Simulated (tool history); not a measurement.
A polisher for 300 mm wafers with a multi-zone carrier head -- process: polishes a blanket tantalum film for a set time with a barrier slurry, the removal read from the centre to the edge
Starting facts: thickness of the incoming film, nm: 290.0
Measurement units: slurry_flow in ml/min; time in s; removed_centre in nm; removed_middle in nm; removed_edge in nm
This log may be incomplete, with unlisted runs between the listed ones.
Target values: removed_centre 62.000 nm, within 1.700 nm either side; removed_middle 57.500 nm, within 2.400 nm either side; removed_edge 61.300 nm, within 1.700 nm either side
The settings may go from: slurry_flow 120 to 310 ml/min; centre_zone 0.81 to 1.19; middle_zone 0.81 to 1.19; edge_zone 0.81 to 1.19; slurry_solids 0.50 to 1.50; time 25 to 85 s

Run 1, hour 0.0: slurry_flow 200 ml/min, centre_zone 1.00, middle_zone 1.00, edge_zone 1.00, slurry_solids 1.00, time 55 s. Result: removed_centre 70.285 nm, removed_middle 67.939 nm, removed_edge 68.128 nm.
Run 2, hour 7.0: slurry_flow 200 ml/min, centre_zone 0.96, middle_zone 1.00, edge_zone 1.00, slurry_solids 1.00, time 55 s. Result: removed_centre 67.228 nm, removed_middle 66.394 nm, removed_edge 67.730 nm.
Run 3, hour 12.9: slurry_flow 165 ml/min, centre_zone 0.96, middle_zone 1.00, edge_zone 1.00, slurry_solids 1.00, time 55 s. Result: removed_centre 65.917 nm, removed_middle 65.005 nm, removed_edge 67.532 nm.
Run 4, hour 17.6: slurry_flow 165 ml/min, centre_zone 0.96, middle_zone 1.00, edge_zone 1.00, slurry_solids 1.15, time 55 s. Result: removed_centre 68.565 nm, removed_middle 67.970 nm, removed_edge 69.545 nm.
Run 5, hour 22.3: slurry_flow 165 ml/min, centre_zone 0.95, middle_zone 0.97, edge_zone 0.95, slurry_solids 1.10, time 55 s. Result: removed_centre 67.071 nm, removed_middle 66.004 nm, removed_edge 67.456 nm.
Run 6, hour 23.8: slurry_flow 165 ml/min, centre_zone 0.95, middle_zone 0.94, edge_zone 0.92, slurry_solids 1.05, time 55 s. Result: removed_centre 66.005 nm, removed_middle 62.090 nm, removed_edge 65.859 nm.
Run 7, hour 31.5: slurry_flow 160 ml/min, centre_zone 0.94, middle_zone 0.93, edge_zone 0.89, slurry_solids 1.00, time 55 s. Result: removed_centre 64.264 nm, removed_middle 60.317 nm, removed_edge 64.000 nm.
Run 8, hour 32.3: slurry_flow 155 ml/min, centre_zone 0.94, middle_zone 0.92, edge_zone 0.87, slurry_solids 1.00, time 55 s. Result: removed_centre 63.858 nm, removed_middle 60.599 nm, removed_edge 62.576 nm.

Which single option among these 5 for the next run brings every result within its allowed miss of target? Just one does.
Run A, hour 33.1: slurry_flow 180 ml/min, centre_zone 0.97, middle_zone 0.92, edge_zone 0.81, slurry_solids 1.30, time 50 s. Result: removed_centre ?, removed_middle ?, removed_edge ?.
Run B, hour 33.1: slurry_flow 135 ml/min, centre_zone 0.86, middle_zone 0.99, edge_zone 0.92, slurry_solids 0.80, time 61 s. Result: removed_centre ?, removed_middle ?, removed_edge ?.
Run C, hour 33.1: slurry_flow 130 ml/min, centre_zone 0.96, middle_zone 0.92, edge_zone 0.90, slurry_solids 1.25, time 50 s. Result: removed_centre ?, removed_middle ?, removed_edge ?.
Run D, hour 33.1: slurry_flow 140 ml/min, centre_zone 0.96, middle_zone 0.88, edge_zone 0.82, slurry_solids 0.80, time 61 s. Result: removed_centre ?, removed_middle ?, removed_edge ?.
Run E, hour 33.1: slurry_flow 130 ml/min, centre_zone 0.94, middle_zone 0.96, edge_zone 0.84, slurry_solids 1.05, time 57 s. Result: removed_centre ?, removed_middle ?, removed_edge ?.

move  removed_centre  removed_middle  removed_edge
   A          66.479          59.641        60.302
   B          57.812          62.582        63.652
   C          61.704          56.262        60.428
   D          64.957          57.021        60.767
   E          65.312          63.027        63.277
A: puts the biggest miss on target and leaves a different result outside tolerance
B: its largest miss is bigger than the last run's
C: hits every target within its allowed miss
D: puts the biggest miss on target and leaves a different result outside tolerance
E: its largest miss is bigger than the last run's
So the answer is move C, the one that meets all the targets.

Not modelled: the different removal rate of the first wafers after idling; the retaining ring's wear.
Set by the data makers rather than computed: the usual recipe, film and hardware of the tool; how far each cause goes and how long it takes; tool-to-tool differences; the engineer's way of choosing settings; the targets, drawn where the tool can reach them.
